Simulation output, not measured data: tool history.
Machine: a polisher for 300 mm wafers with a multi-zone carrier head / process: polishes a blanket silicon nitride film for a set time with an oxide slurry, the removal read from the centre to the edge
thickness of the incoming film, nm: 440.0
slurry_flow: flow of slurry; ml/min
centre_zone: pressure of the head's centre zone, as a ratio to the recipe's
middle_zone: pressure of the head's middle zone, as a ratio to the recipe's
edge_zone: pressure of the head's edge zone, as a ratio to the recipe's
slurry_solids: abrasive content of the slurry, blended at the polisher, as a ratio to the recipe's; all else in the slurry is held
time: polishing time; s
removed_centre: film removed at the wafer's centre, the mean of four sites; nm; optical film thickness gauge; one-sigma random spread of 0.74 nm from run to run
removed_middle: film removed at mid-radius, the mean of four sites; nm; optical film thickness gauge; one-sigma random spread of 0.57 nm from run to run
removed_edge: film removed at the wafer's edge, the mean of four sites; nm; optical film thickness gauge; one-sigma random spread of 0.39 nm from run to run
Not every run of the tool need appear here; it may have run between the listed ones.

run  hour  slurry_flow  centre_zone  middle_zone  edge_zone  slurry_solids  time  removed_centre  removed_middle  removed_edge
  1     0          255            1            1          1              1    65          55.203          50.763        52.168
  2   5.7          265         0.97         1.04       1.05           1.05    65           54.02          53.631        54.668
  3  10.7          275         0.96         1.07       1.08           1.05    65          53.101          56.438        55.272
  4  16.2          275         0.96         1.07       1.08           1.05    56          45.634          47.764        48.098
  5  17.8          275         0.93         1.07       1.08           1.05    56          45.344          48.284        47.886
  6  21.7          280         0.93         1.08       1.11           1.15    56          46.417          50.312        49.373

Expected results for the next run?
     23.3  -- centre zone pressure recalibrated
  7  23.3          280         0.87         1.06       1.17            1.4    62               ?               ?             ?

{"run 7": {"removed_centre": 48.785, "removed_middle": 57.048, "removed_edge": 59.826}}

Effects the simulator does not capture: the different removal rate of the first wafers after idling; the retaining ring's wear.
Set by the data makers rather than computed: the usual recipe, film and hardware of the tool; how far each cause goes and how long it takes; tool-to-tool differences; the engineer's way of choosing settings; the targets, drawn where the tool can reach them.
